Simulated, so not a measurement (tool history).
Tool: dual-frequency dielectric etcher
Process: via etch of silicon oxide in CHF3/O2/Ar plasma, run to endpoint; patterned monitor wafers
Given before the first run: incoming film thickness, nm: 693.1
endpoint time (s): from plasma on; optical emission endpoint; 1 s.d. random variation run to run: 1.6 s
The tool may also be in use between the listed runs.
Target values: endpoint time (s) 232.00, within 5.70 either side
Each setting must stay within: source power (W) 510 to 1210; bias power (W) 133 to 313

run  hour  source power (W)  bias power (W)  endpoint time (s)
  1   0.0               860             223             279.50
  2   2.5               790             223             288.57
  3   9.8               790             260             280.39
  4  11.9               790             289             269.14
     14.6  -- source power generator calibrated
  5  14.6               840             293             262.83
  6  22.4               960             293             247.01
  7  27.8               960             293             241.94
  8  29.5               970             294             243.76
  9  36.2               990             295             240.97

Which single option among these 5 for the next run brings every result within its allowed miss of target? Just one does.
  A  42.9              1190             313                  ?
  B  42.9               930             313                  ?
  C  42.9              1030             313                  ?
  D  42.9              1140             306                  ?
  E  42.9               910             270                  ?

move  endpoint time (s)
   A             218.98
   B             246.74
   C             234.61
   D             224.97
   E             260.62
A: the result that was furthest off in the last run now lies on the other side of its target
B: misses by more than the last run did
C: each result inside its tolerance
D: the result that was furthest off in the last run now lies on the other side of its target
E: misses by more than the last run did
The move that meets every target is C.
